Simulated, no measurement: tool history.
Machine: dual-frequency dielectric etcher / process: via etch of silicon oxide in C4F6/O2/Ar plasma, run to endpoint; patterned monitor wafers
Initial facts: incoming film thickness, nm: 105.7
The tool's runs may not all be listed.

{"run": 1, "hour": 0.0, "bias power (kW)": 0.411, "source power (kW)": 0.37, "Ar flow (sccm)": 410, "endpoint time (s)": 28.206}
{"run": 2, "hour": 1.4, "bias power (kW)": 0.411, "source power (kW)": 0.37, "Ar flow (sccm)": 471, "endpoint time (s)": 29.103}
{"run": 3, "hour": 2.6, "bias power (kW)": 0.436, "source power (kW)": 0.38, "Ar flow (sccm)": 465, "endpoint time (s)": 27.964}
{"run": 4, "hour": 8.6, "bias power (kW)": 0.477, "source power (kW)": 0.38, "Ar flow (sccm)": 465, "endpoint time (s)": 26.933}
{"run": 5, "hour": 12.6, "bias power (kW)": 0.477, "source power (kW)": 0.42, "Ar flow (sccm)": 465, "endpoint time (s)": 25.764}
{"run": 6, "hour": 19.9, "bias power (kW)": 0.43, "source power (kW)": 0.42, "Ar flow (sccm)": 465, "endpoint time (s)": 26.587}
{"run": 7, "hour": 28.2, "bias power (kW)": 0.43, "source power (kW)": 0.42, "Ar flow (sccm)": 465, "endpoint time (s)": 26.889}
{"run": 8, "hour": 33.9, "bias power (kW)": 0.446, "source power (kW)": 0.43, "Ar flow (sccm)": 463, "endpoint time (s)": 25.888}

Expected results for the next run?
{"run": 9, "hour": 41.5, "bias power (kW)": 0.456, "source power (kW)": 0.43, "Ar flow (sccm)": 462, "endpoint time (s)": "?"}

For run 9 the tool returned endpoint time (s) 25.901.

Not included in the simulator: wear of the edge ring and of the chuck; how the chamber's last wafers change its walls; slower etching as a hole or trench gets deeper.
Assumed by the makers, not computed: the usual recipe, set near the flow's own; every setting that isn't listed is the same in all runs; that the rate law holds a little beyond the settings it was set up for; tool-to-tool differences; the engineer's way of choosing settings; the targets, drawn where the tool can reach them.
